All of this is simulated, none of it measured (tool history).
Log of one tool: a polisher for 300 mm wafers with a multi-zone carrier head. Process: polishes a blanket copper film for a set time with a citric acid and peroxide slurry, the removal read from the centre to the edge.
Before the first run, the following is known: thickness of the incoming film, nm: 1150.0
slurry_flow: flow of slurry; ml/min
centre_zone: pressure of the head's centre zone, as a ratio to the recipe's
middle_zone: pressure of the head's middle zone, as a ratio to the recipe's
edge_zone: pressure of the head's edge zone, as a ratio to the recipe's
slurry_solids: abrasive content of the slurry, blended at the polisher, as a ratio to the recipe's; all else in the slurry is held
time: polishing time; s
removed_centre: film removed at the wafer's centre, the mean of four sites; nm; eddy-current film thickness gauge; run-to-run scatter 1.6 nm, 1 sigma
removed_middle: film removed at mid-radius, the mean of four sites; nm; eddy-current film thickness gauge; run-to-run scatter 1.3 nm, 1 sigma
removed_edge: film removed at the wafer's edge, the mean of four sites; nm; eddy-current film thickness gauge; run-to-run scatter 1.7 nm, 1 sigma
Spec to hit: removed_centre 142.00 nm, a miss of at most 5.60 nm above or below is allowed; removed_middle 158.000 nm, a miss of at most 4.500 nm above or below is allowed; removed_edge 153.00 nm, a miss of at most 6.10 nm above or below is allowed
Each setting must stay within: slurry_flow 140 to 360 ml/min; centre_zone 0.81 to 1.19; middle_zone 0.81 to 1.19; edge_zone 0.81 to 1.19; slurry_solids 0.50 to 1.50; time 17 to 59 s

run 1 day=0.000 | slurry_flow=230 centre_zone=1.00 middle_zone=1.00 edge_zone=1.00 slurry_solids=1.00 time=38 | removed_centre=145.00 removed_middle=131.170 removed_edge=133.20
run 2 day=0.375 | slurry_flow=230 centre_zone=1.00 middle_zone=0.94 edge_zone=1.00 slurry_solids=1.00 time=38 | removed_centre=144.03 removed_middle=123.100 removed_edge=135.69
run 3 day=0.504 | slurry_flow=230 centre_zone=1.00 middle_zone=0.94 edge_zone=1.00 slurry_solids=1.00 time=43 | removed_centre=166.46 removed_middle=140.870 removed_edge=148.67
run 4 day=0.679 | slurry_flow=230 centre_zone=1.00 middle_zone=0.94 edge_zone=1.00 slurry_solids=1.00 time=34 | removed_centre=129.17 removed_middle=109.860 removed_edge=118.93
run 5 day=0.854 | slurry_flow=230 centre_zone=1.00 middle_zone=0.94 edge_zone=1.09 slurry_solids=1.00 time=34 | removed_centre=132.72 removed_middle=111.640 removed_edge=123.91
run 6 day=0.921 | slurry_flow=230 centre_zone=1.00 middle_zone=0.94 edge_zone=1.09 slurry_solids=1.00 time=29 | removed_centre=110.34 removed_middle=94.293 removed_edge=106.86
run 7 day=1.058 | slurry_flow=235 centre_zone=0.98 middle_zone=0.97 edge_zone=1.11 slurry_solids=1.10 time=31 | removed_centre=120.27 removed_middle=105.490 removed_edge=117.97
run 8 day=1.358 | slurry_flow=240 centre_zone=0.96 middle_zone=1.02 edge_zone=1.12 slurry_solids=1.20 time=32 | removed_centre=122.23 removed_middle=117.450 removed_edge=124.44
-- day=1.612 centre zone pressure recalibrated
run 9 day=1.612 | slurry_flow=245 centre_zone=0.95 middle_zone=1.04 edge_zone=1.13 slurry_solids=1.25 time=33 | removed_centre=122.39 removed_middle=126.790 removed_edge=130.85
run 10 day=1.792 | slurry_flow=250 centre_zone=0.96 middle_zone=1.06 edge_zone=1.14 slurry_solids=1.30 time=33 | removed_centre=122.01 removed_middle=129.430 removed_edge=135.95
run 11 day=1.875 | slurry_flow=250 centre_zone=0.99 middle_zone=1.08 edge_zone=1.12 slurry_solids=1.35 time=34 | removed_centre=130.48 removed_middle=136.730 removed_edge=135.48
run 12 day=1.971 | slurry_flow=260 centre_zone=1.00 middle_zone=1.09 edge_zone=1.13 slurry_solids=1.40 time=34 | removed_centre=131.64 removed_middle=139.300 removed_edge=143.79
run 13 day=2.012 | slurry_flow=265 centre_zone=1.01 middle_zone=1.11 edge_zone=1.12 slurry_solids=1.40 time=34 | removed_centre=136.33 removed_middle=142.300 removed_edge=139.39
run 14 day=2.271 | slurry_flow=275 centre_zone=1.01 middle_zone=1.12 edge_zone=1.13 slurry_solids=1.40 time=34 | removed_centre=136.50 removed_middle=143.670 removed_edge=138.89
run 15 day=2.529 | slurry_flow=280 centre_zone=1.01 middle_zone=1.13 edge_zone=1.14 slurry_solids=1.40 time=34 | removed_centre=133.67 removed_middle=145.920 removed_edge=144.78
run 16 day=2.696 | slurry_flow=285 centre_zone=1.02 middle_zone=1.14 edge_zone=1.14 slurry_solids=1.40 time=34 | removed_centre=137.30 removed_middle=146.250 removed_edge=142.23

Below are 5 possible settings for the next run. Only one of them brings all results inside the allowed miss of their targets. Which is it?
run A day=2.862 | slurry_flow=330 centre_zone=1.02 middle_zone=1.10 edge_zone=1.19 slurry_solids=1.40 time=35 | removed_centre=? removed_middle=? removed_edge=?
run B day=2.862 | slurry_flow=245 centre_zone=0.98 middle_zone=1.14 edge_zone=1.14 slurry_solids=1.50 time=37 | removed_centre=? removed_middle=? removed_edge=?
run C day=2.862 | slurry_flow=265 centre_zone=1.03 middle_zone=1.08 edge_zone=1.14 slurry_solids=1.45 time=34 | removed_centre=? removed_middle=? removed_edge=?
run D day=2.862 | slurry_flow=295 centre_zone=1.14 middle_zone=1.13 edge_zone=1.07 slurry_solids=1.30 time=35 | removed_centre=? removed_middle=? removed_edge=?
run E day=2.862 | slurry_flow=325 centre_zone=0.91 middle_zone=1.18 edge_zone=1.16 slurry_solids=1.45 time=34 | removed_centre=? removed_middle=? removed_edge=?

move=A removed_centre=142.72 removed_middle=145.140 removed_edge=152.21
move=B removed_centre=143.37 removed_middle=156.190 removed_edge=156.36
move=C removed_centre=137.73 removed_middle=137.030 removed_edge=143.53
move=D removed_centre=152.75 removed_middle=144.150 removed_edge=140.23
move=E removed_centre=126.51 removed_middle=151.000 removed_edge=146.91
A: the biggest miss grows against the last run
B: in spec on every target
C: the biggest miss grows against the last run
D: the biggest miss grows against the last run
E: the biggest miss grows against the last run
So the answer is move B, the one that meets all the targets.
